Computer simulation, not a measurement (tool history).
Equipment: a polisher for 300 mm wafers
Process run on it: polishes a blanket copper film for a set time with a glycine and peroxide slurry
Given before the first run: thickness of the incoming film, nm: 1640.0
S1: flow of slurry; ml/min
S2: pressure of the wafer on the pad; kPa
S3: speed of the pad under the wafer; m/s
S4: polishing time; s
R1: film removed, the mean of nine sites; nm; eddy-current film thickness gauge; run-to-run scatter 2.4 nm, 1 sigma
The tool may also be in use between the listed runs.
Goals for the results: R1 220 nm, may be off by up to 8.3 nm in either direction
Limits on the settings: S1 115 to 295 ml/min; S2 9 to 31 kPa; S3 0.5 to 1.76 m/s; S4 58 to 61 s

{"run": 1, "hour": 0.0, "S1": 190, "S2": 20, "S3": 1.12, "S4": 58, "R1": 388.94}
{"run": 2, "hour": 1.1, "S1": 235, "S2": 20, "S3": 1.12, "S4": 58, "R1": 394.04}
{"run": 3, "hour": 10.1, "S1": 235, "S2": 20, "S3": 1.12, "S4": 61, "R1": 410.92}
{"run": 4, "hour": 14.4, "S1": 235, "S2": 23.4, "S3": 1.12, "S4": 61, "R1": 460.8}
{"run": 5, "hour": 20.0, "S1": 235, "S2": 22.1, "S3": 1.08, "S4": 61, "R1": 426.71}
{"run": 6, "hour": 20.6, "S1": 235, "S2": 22.1, "S3": 1.08, "S4": 61, "R1": 427.34}
{"hour": 28.1, "done": "head pressure recalibrated"}
{"run": 7, "hour": 28.1, "S1": 235, "S2": 20.7, "S3": 1.04, "S4": 61, "R1": 419.87}
{"run": 8, "hour": 30.9, "S1": 225, "S2": 15.2, "S3": 0.72, "S4": 58, "R1": 250.37}

Exactly one of the 4 candidate moves below puts every result within its allowed miss. Which one?
{"run": "A", "hour": 33.7, "S1": 245, "S2": 12.4, "S3": 0.7, "S4": 58, "R1": "?"}
{"run": "B", "hour": 33.7, "S1": 250, "S2": 15.2, "S3": 0.7, "S4": 58, "R1": "?"}
{"run": "C", "hour": 33.7, "S1": 230, "S2": 17.9, "S3": 0.62, "S4": 59, "R1": "?"}
{"run": "D", "hour": 33.7, "S1": 260, "S2": 11.7, "S3": 0.84, "S4": 58, "R1": "?"}

move=A R1=217.07
move=B R1=239.65
move=C R1=240.77
move=D R1=242.91
A: hits every target within its allowed miss
B: nearer than the last run, and not there yet
C: nearer than the last run, and not there yet
D: nearer than the last run, and not there yet
Correct choice: A, which meets every target

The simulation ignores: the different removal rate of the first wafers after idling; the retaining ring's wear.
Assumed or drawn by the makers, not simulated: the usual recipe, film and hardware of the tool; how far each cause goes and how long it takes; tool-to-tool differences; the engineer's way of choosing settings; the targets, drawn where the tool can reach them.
